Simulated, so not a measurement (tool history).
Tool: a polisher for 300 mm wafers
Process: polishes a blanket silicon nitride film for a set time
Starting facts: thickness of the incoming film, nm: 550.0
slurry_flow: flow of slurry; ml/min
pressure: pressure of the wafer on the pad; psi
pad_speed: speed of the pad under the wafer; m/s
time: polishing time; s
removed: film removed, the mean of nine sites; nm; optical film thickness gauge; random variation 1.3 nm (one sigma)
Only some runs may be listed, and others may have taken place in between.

{"run": 1, "hour": 0.0, "slurry_flow": 200, "pressure": 4.9, "pad_speed": 1.34, "time": 62, "removed": 188.44}
{"run": 2, "hour": 5.1, "slurry_flow": 195, "pressure": 4.4, "pad_speed": 1.34, "time": 62, "removed": 166.5}
{"run": 3, "hour": 10.8, "slurry_flow": 195, "pressure": 4.4, "pad_speed": 1.34, "time": 62, "removed": 168.38}
{"run": 4, "hour": 15.1, "slurry_flow": 190, "pressure": 4.1, "pad_speed": 1.34, "time": 62, "removed": 156.41}
{"run": 5, "hour": 18.2, "slurry_flow": 185, "pressure": 3.9, "pad_speed": 1.34, "time": 62, "removed": 147.5}
{"run": 6, "hour": 20.5, "slurry_flow": 185, "pressure": 2.8, "pad_speed": 1.34, "time": 62, "removed": 110.47}
{"run": 7, "hour": 28.2, "slurry_flow": 185, "pressure": 2.8, "pad_speed": 1.34, "time": 62, "removed": 108.77}
{"run": 8, "hour": 32.4, "slurry_flow": 185, "pressure": 3, "pad_speed": 1.34, "time": 62, "removed": 118.01}

Run 9 comes next. What will it give?
{"run": 9, "hour": 37.9, "slurry_flow": 185, "pressure": 3.1, "pad_speed": 1.34, "time": 62, "removed": "?"}

removed: 120.7 nm
